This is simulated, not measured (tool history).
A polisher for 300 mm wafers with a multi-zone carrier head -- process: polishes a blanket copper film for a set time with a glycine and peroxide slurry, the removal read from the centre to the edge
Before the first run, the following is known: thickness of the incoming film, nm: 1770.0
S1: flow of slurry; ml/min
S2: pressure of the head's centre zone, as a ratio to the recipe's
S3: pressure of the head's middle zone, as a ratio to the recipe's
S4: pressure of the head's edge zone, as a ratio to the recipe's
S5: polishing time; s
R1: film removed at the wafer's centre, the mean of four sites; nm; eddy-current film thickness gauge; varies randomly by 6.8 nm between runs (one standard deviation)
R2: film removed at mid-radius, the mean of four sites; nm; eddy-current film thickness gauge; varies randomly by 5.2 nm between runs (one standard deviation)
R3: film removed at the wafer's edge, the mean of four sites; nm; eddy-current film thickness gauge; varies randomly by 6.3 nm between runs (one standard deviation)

run    day   S1    S2    S3    S4  S5      R1      R2      R3
  1      0  200     1     1     1  63  294.68  293.95  294.69
  2  0.204  205  1.02  1.03  1.01  67  318.83  332.46  322.88
  3  0.346  215  1.05  1.04  1.02  70  336.92  350.98  341.54
  4  0.379  215  1.07  1.04     1  73  360.95   356.4  344.49
  5  0.642  215  1.07  1.08     1  73  374.38  367.31  350.64
  6  0.971  255  1.07  1.08     1  73  375.31  377.09  347.55
  7  1.075  255  1.08  1.09  1.01  75  384.63  390.91  361.42
  8  1.408  255  1.09   1.1  1.01  77  403.91  400.17  372.17
  9  1.546  255  1.09  1.11  1.01  79  414.37  420.57  385.22

For run 10, what comes out?
 10  1.688  255  1.09  1.11  1.01  79   ?   ?   ?

R1: 408.62 nm
R2: 426.11 nm
R3: 374.35 nm

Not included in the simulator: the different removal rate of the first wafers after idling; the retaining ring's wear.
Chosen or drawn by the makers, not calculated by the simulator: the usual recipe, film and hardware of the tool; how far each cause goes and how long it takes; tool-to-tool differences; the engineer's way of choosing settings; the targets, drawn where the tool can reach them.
